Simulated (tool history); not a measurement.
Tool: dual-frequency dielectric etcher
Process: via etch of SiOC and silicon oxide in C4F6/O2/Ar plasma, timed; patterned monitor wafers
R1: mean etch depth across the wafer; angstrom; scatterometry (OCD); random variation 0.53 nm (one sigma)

Run 1, day 0: source power (W) 250, bias power (W) 185, etch time (s) 118. Result: R1 1115.6 angstrom.
Run 2, day 0.2: source power (W) 230, bias power (W) 185, etch time (s) 118. Result: R1 1084.5 angstrom.
Run 3, day 0.283: source power (W) 230, bias power (W) 185, etch time (s) 123. Result: R1 1138.6 angstrom.
Run 4, day 0.542: source power (W) 230, bias power (W) 162, etch time (s) 123. Result: R1 1098.8 angstrom.
Run 5, day 0.892: source power (W) 210, bias power (W) 159, etch time (s) 123. Result: R1 1064.9 angstrom.
Run 6, day 1.033: source power (W) 190, bias power (W) 159, etch time (s) 123. Result: R1 1015.5 angstrom.

Forecast run 7:
Run 7, day 1.142: source power (W) 190, bias power (W) 158, etch time (s) 123. Result: R1 ?.

{"run 7": {"R1": 1020.3}}
